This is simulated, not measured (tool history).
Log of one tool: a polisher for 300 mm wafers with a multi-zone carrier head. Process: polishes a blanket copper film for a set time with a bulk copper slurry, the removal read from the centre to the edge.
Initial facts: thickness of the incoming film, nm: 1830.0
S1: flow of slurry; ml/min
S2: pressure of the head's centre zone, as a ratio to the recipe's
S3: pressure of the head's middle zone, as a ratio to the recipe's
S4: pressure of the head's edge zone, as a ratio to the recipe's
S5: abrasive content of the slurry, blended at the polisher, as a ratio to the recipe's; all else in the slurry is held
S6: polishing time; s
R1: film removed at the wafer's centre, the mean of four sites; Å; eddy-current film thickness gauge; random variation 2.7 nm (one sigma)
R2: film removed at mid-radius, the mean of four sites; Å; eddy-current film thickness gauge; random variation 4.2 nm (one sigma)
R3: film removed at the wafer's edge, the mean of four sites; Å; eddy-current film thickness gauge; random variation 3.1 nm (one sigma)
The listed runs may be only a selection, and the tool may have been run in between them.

Run 1, hour 0: S1 265 ml/min, S2 1, S3 1, S4 1, S5 1, S6 61 s. Result: R1 5072.5 Å, R2 5080.2 Å, R3 5147.8 Å.
Run 2, hour 5.9: S1 265 ml/min, S2 0.95, S3 1, S4 1, S5 1, S6 61 s. Result: R1 4858.7 Å, R2 5091.5 Å, R3 5146.5 Å.
Run 3, hour 8.2: S1 255 ml/min, S2 0.91, S3 1.01, S4 0.98, S5 0.9, S6 53 s. Result: R1 3943.3 Å, R2 4425.9 Å, R3 4321.5 Å.
Run 4, hour 11.5: S1 250 ml/min, S2 0.89, S3 1, S4 0.96, S5 0.8, S6 48 s. Result: R1 3399.6 Å, R2 3804.1 Å, R3 3760.3 Å.
Run 5, hour 15.5: S1 250 ml/min, S2 0.89, S3 1, S4 0.96, S5 0.8, S6 40 s. Result: R1 2841.5 Å, R2 3241.1 Å, R3 3188.2 Å.
Run 6, hour 19: S1 250 ml/min, S2 0.89, S3 1, S4 0.96, S5 0.65, S6 40 s. Result: R1 2673.8 Å, R2 3102.2 Å, R3 3030.6 Å.
Run 7, hour 20.1: S1 250 ml/min, S2 0.88, S3 1, S4 0.95, S5 0.6, S6 40 s. Result: R1 2586.2 Å, R2 3014 Å, R3 2948.1 Å.

Expected results for the next run?
Run 8, hour 24.5: S1 250 ml/min, S2 0.87, S3 1, S4 0.94, S5 0.6, S6 40 s. Result: R1 ?, R2 ?, R3 ?.

R1: 2609.1 Å
R2: 3013.9 Å
R3: 2967.2 Å

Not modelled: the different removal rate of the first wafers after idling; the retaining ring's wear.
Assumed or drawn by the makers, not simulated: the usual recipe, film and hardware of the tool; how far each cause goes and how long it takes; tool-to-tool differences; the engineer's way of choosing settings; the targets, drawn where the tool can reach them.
